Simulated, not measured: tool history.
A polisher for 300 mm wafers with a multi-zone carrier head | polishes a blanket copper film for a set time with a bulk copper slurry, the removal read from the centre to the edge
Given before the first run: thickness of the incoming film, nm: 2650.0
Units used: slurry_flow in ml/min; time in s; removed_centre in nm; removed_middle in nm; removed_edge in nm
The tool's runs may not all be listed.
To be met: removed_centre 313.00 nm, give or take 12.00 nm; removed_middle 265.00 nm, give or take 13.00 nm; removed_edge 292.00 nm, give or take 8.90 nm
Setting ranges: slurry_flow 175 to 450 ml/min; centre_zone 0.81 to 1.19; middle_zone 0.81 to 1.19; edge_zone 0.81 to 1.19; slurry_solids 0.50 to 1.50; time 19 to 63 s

Run 1, hour 0.0: slurry_flow 290 ml/min, centre_zone 1.00, middle_zone 1.00, edge_zone 1.00, slurry_solids 1.00, time 41 s. Result: removed_centre 195.96 nm, removed_middle 194.86 nm, removed_edge 197.58 nm.
Run 2, hour 7.4: slurry_flow 295 ml/min, centre_zone 1.04, middle_zone 0.99, edge_zone 1.04, slurry_solids 1.15, time 44 s. Result: removed_centre 228.85 nm, removed_middle 213.97 nm, removed_edge 223.00 nm.
Run 3, hour 11.5: slurry_flow 300 ml/min, centre_zone 1.06, middle_zone 0.99, edge_zone 1.07, slurry_solids 1.25, time 46 s. Result: removed_centre 249.50 nm, removed_middle 238.98 nm, removed_edge 243.23 nm.
Run 4, hour 12.4: slurry_flow 235 ml/min, centre_zone 1.06, middle_zone 0.99, edge_zone 1.07, slurry_solids 1.25, time 46 s. Result: removed_centre 237.30 nm, removed_middle 225.96 nm, removed_edge 239.02 nm.
Run 5, hour 21.0: slurry_flow 235 ml/min, centre_zone 1.06, middle_zone 0.99, edge_zone 1.15, slurry_solids 1.25, time 46 s. Result: removed_centre 239.57 nm, removed_middle 231.22 nm, removed_edge 245.44 nm.
Run 6, hour 28.0: slurry_flow 235 ml/min, centre_zone 1.06, middle_zone 1.05, edge_zone 1.15, slurry_solids 1.25, time 46 s. Result: removed_centre 242.63 nm, removed_middle 233.46 nm, removed_edge 240.49 nm.
Run 7, hour 32.6: slurry_flow 255 ml/min, centre_zone 1.10, middle_zone 1.00, edge_zone 1.16, slurry_solids 1.35, time 47 s. Result: removed_centre 261.28 nm, removed_middle 240.72 nm, removed_edge 260.44 nm.
Run 8, hour 40.9: slurry_flow 280 ml/min, centre_zone 1.13, middle_zone 1.00, edge_zone 1.17, slurry_solids 1.40, time 48 s. Result: removed_centre 276.56 nm, removed_middle 252.82 nm, removed_edge 266.71 nm.
Run 9, hour 43.1: slurry_flow 290 ml/min, centre_zone 1.15, middle_zone 0.98, edge_zone 1.17, slurry_solids 1.45, time 49 s. Result: removed_centre 295.65 nm, removed_middle 257.56 nm, removed_edge 280.15 nm.
Run 10, hour 50.1: slurry_flow 295 ml/min, centre_zone 1.16, middle_zone 0.98, edge_zone 1.18, slurry_solids 1.45, time 49 s. Result: removed_centre 302.47 nm, removed_middle 252.57 nm, removed_edge 282.26 nm.
Run 11, hour 55.4: slurry_flow 300 ml/min, centre_zone 1.16, middle_zone 0.98, edge_zone 1.18, slurry_solids 1.45, time 49 s. Result: removed_centre 302.73 nm, removed_middle 255.00 nm, removed_edge 281.60 nm.
Run 12, hour 58.1: slurry_flow 305 ml/min, centre_zone 1.16, middle_zone 0.98, edge_zone 1.18, slurry_solids 1.45, time 49 s. Result: removed_centre 300.24 nm, removed_middle 259.38 nm, removed_edge 281.20 nm.

Below are 4 possible settings for the next run. Only one of them brings all results inside the allowed miss of their targets. Which is it?
Run A, hour 60.8: slurry_flow 250 ml/min, centre_zone 1.15, middle_zone 1.08, edge_zone 1.14, slurry_solids 1.45, time 48 s. Result: removed_centre ?, removed_middle ?, removed_edge ?.
Run B, hour 60.8: slurry_flow 290 ml/min, centre_zone 1.16, middle_zone 0.97, edge_zone 1.17, slurry_solids 1.50, time 51 s. Result: removed_centre ?, removed_middle ?, removed_edge ?.
Run C, hour 60.8: slurry_flow 315 ml/min, centre_zone 1.06, middle_zone 1.00, edge_zone 1.13, slurry_solids 1.50, time 48 s. Result: removed_centre ?, removed_middle ?, removed_edge ?.
Run D, hour 60.8: slurry_flow 365 ml/min, centre_zone 1.08, middle_zone 1.13, edge_zone 1.17, slurry_solids 1.40, time 49 s. Result: removed_centre ?, removed_middle ?, removed_edge ?.

move  removed_centre  removed_middle  removed_edge
   A          283.50          265.93        268.78
   B          311.89          265.86        295.99
   C          270.58          258.61        275.24
   D          281.00          290.14        283.65
A: lands further from the targets than the last run did
B: every result lands within tolerance
C: lands further from the targets than the last run did
D: brings the result that was furthest off to its target, and leaves another outside
The right move is B.
